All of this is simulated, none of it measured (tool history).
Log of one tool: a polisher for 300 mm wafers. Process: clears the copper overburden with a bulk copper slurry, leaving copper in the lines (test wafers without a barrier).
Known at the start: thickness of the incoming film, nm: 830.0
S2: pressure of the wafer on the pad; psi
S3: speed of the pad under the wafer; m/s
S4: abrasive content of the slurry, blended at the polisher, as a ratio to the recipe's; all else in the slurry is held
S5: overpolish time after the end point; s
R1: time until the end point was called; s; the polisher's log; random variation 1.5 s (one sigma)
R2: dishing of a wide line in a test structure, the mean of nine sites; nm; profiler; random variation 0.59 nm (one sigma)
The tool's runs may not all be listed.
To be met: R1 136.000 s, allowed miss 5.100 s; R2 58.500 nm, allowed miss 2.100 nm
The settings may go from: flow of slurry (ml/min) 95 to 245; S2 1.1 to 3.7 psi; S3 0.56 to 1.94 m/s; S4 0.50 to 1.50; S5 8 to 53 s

{"run": 1, "hour": 0.0, "flow of slurry (ml/min)": 155, "S2": 2.4, "S3": 1.24, "S4": 1.0, "S5": 27, "R1": 85.375, "R2": 90.631}
{"run": 2, "hour": 7.5, "flow of slurry (ml/min)": 155, "S2": 2.4, "S3": 1.24, "S4": 1.0, "S5": 16, "R1": 85.367, "R2": 74.774}
{"run": 3, "hour": 12.6, "flow of slurry (ml/min)": 155, "S2": 2.4, "S3": 1.24, "S4": 1.1, "S5": 16, "R1": 84.03, "R2": 75.832}
{"run": 4, "hour": 15.7, "flow of slurry (ml/min)": 130, "S2": 2.4, "S3": 1.24, "S4": 1.1, "S5": 16, "R1": 86.453, "R2": 75.005}
{"run": 5, "hour": 22.3, "flow of slurry (ml/min)": 110, "S2": 2.4, "S3": 1.24, "S4": 1.1, "S5": 16, "R1": 87.12, "R2": 73.311}
{"run": 6, "hour": 31.3, "flow of slurry (ml/min)": 110, "S2": 2.4, "S3": 1.48, "S4": 1.1, "S5": 16, "R1": 73.632, "R2": 81.769}
{"run": 7, "hour": 31.9, "flow of slurry (ml/min)": 110, "S2": 2.2, "S3": 1.46, "S4": 1.1, "S5": 16, "R1": 78.921, "R2": 75.511}
{"run": 8, "hour": 35.6, "flow of slurry (ml/min)": 110, "S2": 2.0, "S3": 1.42, "S4": 1.1, "S5": 18, "R1": 89.055, "R2": 76.873}
{"run": 9, "hour": 38.2, "flow of slurry (ml/min)": 95, "S2": 1.4, "S3": 1.42, "S4": 0.9, "S5": 8, "R1": 119.71, "R2": 36.988}
{"run": 10, "hour": 42.9, "flow of slurry (ml/min)": 95, "S2": 1.4, "S3": 1.36, "S4": 1.0, "S5": 9, "R1": 121.77, "R2": 39.708}
{"run": 11, "hour": 49.1, "flow of slurry (ml/min)": 95, "S2": 1.4, "S3": 1.32, "S4": 1.1, "S5": 11, "R1": 122.61, "R2": 45.31}
{"run": 12, "hour": 52.2, "flow of slurry (ml/min)": 95, "S2": 1.4, "S3": 1.3, "S4": 1.15, "S5": 12, "R1": 122.58, "R2": 47.679}

5 next moves are on the table. One of them brings every result within its allowed miss. Which?
{"run": "A", "hour": 55.3, "flow of slurry (ml/min)": 95, "S2": 1.6, "S3": 1.08, "S4": 1.15, "S5": 21, "R1": "?", "R2": "?"}
{"run": "B", "hour": 55.3, "flow of slurry (ml/min)": 100, "S2": 1.4, "S3": 1.2, "S4": 1.0, "S5": 18, "R1": "?", "R2": "?"}
{"run": "C", "hour": 55.3, "flow of slurry (ml/min)": 125, "S2": 1.2, "S3": 1.12, "S4": 1.2, "S5": 25, "R1": "?", "R2": "?"}
{"run": "D", "hour": 55.3, "flow of slurry (ml/min)": 110, "S2": 1.1, "S3": 1.18, "S4": 1.3, "S5": 22, "R1": "?", "R2": "?"}
{"run": "E", "hour": 55.3, "flow of slurry (ml/min)": 95, "S2": 1.4, "S3": 1.16, "S4": 1.25, "S5": 22, "R1": "?", "R2": "?"}

move=A R1=134.130 R2=65.392
move=B R1=136.110 R2=58.653
move=C R1=149.590 R2=64.425
move=D R1=149.530 R2=59.891
move=E R1=134.260 R2=65.468
A: takes the result that was furthest off past its target
B: meets every target
C: takes the result that was furthest off past its target
D: brings the result that was furthest off to its target, and leaves another outside
E: takes the result that was furthest off past its target
Move B is the one to make.
